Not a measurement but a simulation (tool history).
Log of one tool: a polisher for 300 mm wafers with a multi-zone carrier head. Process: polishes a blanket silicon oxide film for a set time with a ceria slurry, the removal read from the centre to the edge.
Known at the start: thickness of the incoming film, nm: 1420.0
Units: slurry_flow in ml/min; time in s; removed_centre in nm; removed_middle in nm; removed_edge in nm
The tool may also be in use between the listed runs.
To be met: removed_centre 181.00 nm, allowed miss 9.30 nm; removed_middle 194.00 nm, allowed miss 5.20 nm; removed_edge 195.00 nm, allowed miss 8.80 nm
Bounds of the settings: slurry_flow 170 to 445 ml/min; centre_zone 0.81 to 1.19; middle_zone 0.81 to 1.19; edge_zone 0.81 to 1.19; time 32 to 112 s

run	hour	slurry_flow	centre_zone	middle_zone	edge_zone	time	removed_centre	removed_middle	removed_edge
1	0.0	285	1.00	1.00	1.00	72	226.54	222.09	215.10
2	0.6	280	0.97	0.99	0.99	71	213.10	216.36	214.07
3	4.4	280	0.96	0.98	0.97	70	208.85	213.08	213.99
4	12.9	275	0.95	0.98	0.97	69	203.23	209.24	208.80
5	16.9	275	0.87	0.98	0.97	69	186.17	210.32	208.18
6	19.6	275	0.91	0.98	0.97	69	191.85	206.98	213.05
7	24.0	275	0.91	0.98	0.97	68	184.89	205.98	204.78
8	31.1	270	0.92	0.98	0.97	67	190.70	204.50	199.12
9	34.5	265	0.91	0.97	0.97	67	190.38	200.29	199.38

5 next moves are on the table. One of them brings every result within its allowed miss. Which?
A	37.9	190	1.10	1.10	0.91	65	?	?	?
B	37.9	220	1.03	1.10	0.94	63	?	?	?
C	37.9	305	0.88	0.95	0.95	65	?	?	?
D	37.9	275	0.97	0.95	0.97	68	?	?	?
E	37.9	230	0.90	1.02	0.95	67	?	?	?

move	removed_centre	removed_middle	removed_edge
A	216.53	210.87	184.01
B	199.30	207.13	182.74
C	180.48	193.93	193.63
D	206.46	201.18	203.29
E	185.69	207.49	196.05
A: further off than the last run
B: further off than the last run
C: meets every target
D: further off than the last run
E: further off than the last run
Answer: C

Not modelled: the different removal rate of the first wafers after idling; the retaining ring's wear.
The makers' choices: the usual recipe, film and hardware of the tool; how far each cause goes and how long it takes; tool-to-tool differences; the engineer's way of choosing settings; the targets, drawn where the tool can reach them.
